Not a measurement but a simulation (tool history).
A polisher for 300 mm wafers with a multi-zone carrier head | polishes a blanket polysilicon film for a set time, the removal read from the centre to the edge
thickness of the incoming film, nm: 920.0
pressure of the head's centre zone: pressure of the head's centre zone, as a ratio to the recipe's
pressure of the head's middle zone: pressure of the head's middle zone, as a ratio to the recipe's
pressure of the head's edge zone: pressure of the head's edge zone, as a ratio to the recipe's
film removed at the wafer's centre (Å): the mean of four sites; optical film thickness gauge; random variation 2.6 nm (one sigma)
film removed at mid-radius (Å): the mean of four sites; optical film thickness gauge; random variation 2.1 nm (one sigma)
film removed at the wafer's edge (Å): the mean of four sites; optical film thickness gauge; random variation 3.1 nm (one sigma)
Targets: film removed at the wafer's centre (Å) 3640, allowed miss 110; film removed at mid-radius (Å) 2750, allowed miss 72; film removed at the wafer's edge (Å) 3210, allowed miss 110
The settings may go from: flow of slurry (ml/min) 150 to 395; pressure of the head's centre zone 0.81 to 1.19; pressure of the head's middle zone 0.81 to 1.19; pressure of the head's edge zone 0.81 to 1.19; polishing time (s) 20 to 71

| run | day | flow of slurry (ml/min) | pressure of the head's centre zone | pressure of the head's middle zone | pressure of the head's edge zone | polishing time (s) | film removed at the wafer's centre (Å) | film removed at mid-radius (Å) | film removed at the wafer's edge (Å) |
|---|---|---|---|---|---|---|---|---|---|
| 1 | 0 | 250 | 1 | 1 | 1 | 45 | 2957.8 | 2838.3 | 2881.7 |
| 2 | 0.325 | 260 | 1.03 | 0.98 | 1.02 | 45 | 3096.5 | 2822.3 | 2903.9 |
| 3 | 0.579 | 270 | 1.04 | 0.96 | 1.05 | 45 | 3131.2 | 2792.3 | 2978.2 |
| 4 | 0.854 | 270 | 1.08 | 0.96 | 1.05 | 45 | 3224.3 | 2805.3 | 2926.2 |
| 5 | 0.925 | 280 | 1.09 | 0.94 | 1.07 | 45 | 3324.9 | 2726.3 | 2995.2 |
| 6 | 1.296 | 290 | 1.1 | 0.94 | 1.08 | 45 | 3303.7 | 2753.4 | 3019.7 |
| 7 | 1.329 | 295 | 1.11 | 0.93 | 1.09 | 45 | 3391.8 | 2752.2 | 3054.6 |
| 8 | 1.675 | 300 | 1.12 | 0.92 | 1.1 | 45 | 3449.1 | 2737 | 3059.9 |
| 9 | 2.038 | 305 | 1.12 | 0.92 | 1.11 | 45 | 3412.8 | 2752.9 | 3102 |
| 10 | 2.129 | 310 | 1.13 | 0.92 | 1.12 | 45 | 3442.8 | 2713.8 | 3093.7 |
| 11 | 2.292 | 315 | 1.14 | 0.92 | 1.13 | 45 | 3472 | 2686.1 | 3054.1 |
| 12 | 2.317 | 315 | 1.14 | 0.91 | 1.13 | 45 | 3490.4 | 2718.2 | 3123.1 |
| 13 | 2.654 | 320 | 1.14 | 0.91 | 1.13 | 45 | 3484.9 | 2741.5 | 3111.5 |
| 14 | 2.817 | 320 | 1.14 | 0.91 | 1.13 | 45 | 3485.9 | 2711.9 | 3119.1 |
| 15 | 3 | 325 | 1.14 | 0.91 | 1.13 | 45 | 3454.8 | 2731.4 | 3177.7 |

4 next moves are on the table. One of them brings every result within its allowed miss. Which?
| A | 3.183 | 325 | 1.16 | 0.9 | 1.17 | 46 | ? | ? | ? |
| B | 3.183 | 375 | 1.07 | 0.86 | 1.07 | 49 | ? | ? | ? |
| C | 3.183 | 380 | 1.07 | 0.94 | 1.13 | 46 | ? | ? | ? |
| D | 3.183 | 375 | 1.06 | 0.88 | 1.19 | 46 | ? | ? | ? |

| move | film removed at the wafer's centre (Å) | film removed at mid-radius (Å) | film removed at the wafer's edge (Å) |
|---|---|---|---|
| A | 3653.8 | 2746.8 | 3260.9 |
| B | 3637 | 2855.4 | 3366.8 |
| C | 3420.2 | 2888.7 | 3240.2 |
| D | 3382.6 | 2731.6 | 3320.3 |
A: meets every target
B: brings the result that was furthest off to its target, and leaves another outside
C: further off than the last run
D: further off than the last run
The right move is A.
